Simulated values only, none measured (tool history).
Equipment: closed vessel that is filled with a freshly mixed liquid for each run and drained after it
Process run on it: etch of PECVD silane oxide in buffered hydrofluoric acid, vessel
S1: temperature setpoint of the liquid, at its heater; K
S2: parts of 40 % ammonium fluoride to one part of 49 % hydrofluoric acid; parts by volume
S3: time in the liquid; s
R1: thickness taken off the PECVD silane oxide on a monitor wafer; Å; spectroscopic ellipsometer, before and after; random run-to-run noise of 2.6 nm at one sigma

Run 1, hour 0: S1 294.15 K, S2 8.5 parts by volume, S3 105 s. Result: R1 2439.2 Å.
Run 2, hour 8.7: S1 296.15 K, S2 8.5 parts by volume, S3 105 s. Result: R1 2709.8 Å.
Run 3, hour 14.4: S1 296.15 K, S2 6.5 parts by volume, S3 105 s. Result: R1 3619.4 Å.
Run 4, hour 20: S1 295.65 K, S2 6.5 parts by volume, S3 105 s. Result: R1 3487.6 Å.
Run 5, hour 24.1: S1 295.65 K, S2 5 parts by volume, S3 105 s. Result: R1 4382.9 Å.
Run 6, hour 28.9: S1 295.65 K, S2 5 parts by volume, S3 105 s. Result: R1 4364.3 Å.
Run 7, hour 34.6: S1 294.65 K, S2 5 parts by volume, S3 105 s. Result: R1 4126.8 Å.

The next listed run, before its measurement:
Run 8, hour 40.6: S1 294.15 K, S2 5 parts by volume, S3 105 s. Result: R1 ?.

Run 8 yielded R1 4087.3 Å.

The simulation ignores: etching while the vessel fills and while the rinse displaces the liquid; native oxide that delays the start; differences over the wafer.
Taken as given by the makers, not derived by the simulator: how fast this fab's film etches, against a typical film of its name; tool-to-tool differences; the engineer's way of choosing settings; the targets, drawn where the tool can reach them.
